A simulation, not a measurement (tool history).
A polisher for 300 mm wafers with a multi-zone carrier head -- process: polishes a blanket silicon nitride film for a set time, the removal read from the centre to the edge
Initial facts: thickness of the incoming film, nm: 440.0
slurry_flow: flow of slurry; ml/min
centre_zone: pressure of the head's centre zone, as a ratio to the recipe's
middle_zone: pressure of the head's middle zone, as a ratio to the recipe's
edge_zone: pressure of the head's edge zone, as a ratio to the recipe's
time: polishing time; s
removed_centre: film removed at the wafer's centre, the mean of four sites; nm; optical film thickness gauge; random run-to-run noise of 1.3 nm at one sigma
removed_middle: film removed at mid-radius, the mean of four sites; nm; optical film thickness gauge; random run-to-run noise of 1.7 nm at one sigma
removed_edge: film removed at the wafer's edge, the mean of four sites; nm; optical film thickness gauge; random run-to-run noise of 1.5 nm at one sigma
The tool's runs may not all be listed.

run,hour,slurry_flow,centre_zone,middle_zone,edge_zone,time,removed_centre,removed_middle,removed_edge
1,0,195,1,1,1,68,160.34,163.16,158.65
2,1.8,195,1,0.95,1,68,160.19,155.53,158.78
3,9.6,195,0.99,0.96,0.98,65,156.18,147.71,143
4,16.2,190,0.97,0.97,0.98,63,139.89,144.08,139.94
5,20.5,190,0.92,0.97,0.98,63,136.15,146.53,142.52
6,21.6,170,0.92,0.97,0.98,63,134.51,148.03,143.08
7,27.9,170,0.91,0.97,0.96,61,129.32,138.44,136.32
8,30.2,175,0.9,0.98,0.95,59,119.8,135.45,127.37

Run 9 comes next. What will it give?
9,37.2,180,0.93,0.95,0.85,48,?,?,?

removed_centre: 105.72 nm
removed_middle: 107.52 nm
removed_edge: 104.68 nm

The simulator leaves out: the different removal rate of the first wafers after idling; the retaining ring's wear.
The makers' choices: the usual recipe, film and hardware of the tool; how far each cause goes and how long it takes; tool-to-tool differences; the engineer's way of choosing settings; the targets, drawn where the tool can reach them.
